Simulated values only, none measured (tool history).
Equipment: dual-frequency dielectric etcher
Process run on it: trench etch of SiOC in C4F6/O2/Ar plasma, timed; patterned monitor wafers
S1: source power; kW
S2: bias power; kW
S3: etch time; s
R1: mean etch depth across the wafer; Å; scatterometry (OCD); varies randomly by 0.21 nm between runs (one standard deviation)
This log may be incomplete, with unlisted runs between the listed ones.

run	hour	S1	S2	S3	R1
1	0.0	0.390	0.182	12.5	259.76
2	5.2	0.390	0.182	11.5	242.77
3	6.9	0.390	0.156	11.5	228.19
4	13.0	0.350	0.156	11.5	216.38
5	18.6	0.300	0.156	11.5	199.09
6	21.7	0.340	0.166	11.5	216.89
7	23.5	0.340	0.166	11.5	220.06
8	29.3	0.370	0.176	11.5	233.88
9	37.8	0.400	0.183	11.5	246.67
10	43.9	0.400	0.183	11.5	246.38
11	49.3	0.420	0.190	11.5	255.91
12	54.9	0.440	0.197	11.5	264.12

The next listed run, before its measurement:
13	62.9	0.460	0.204	11.5	?

Run 13 measured R1 270.60 Å.
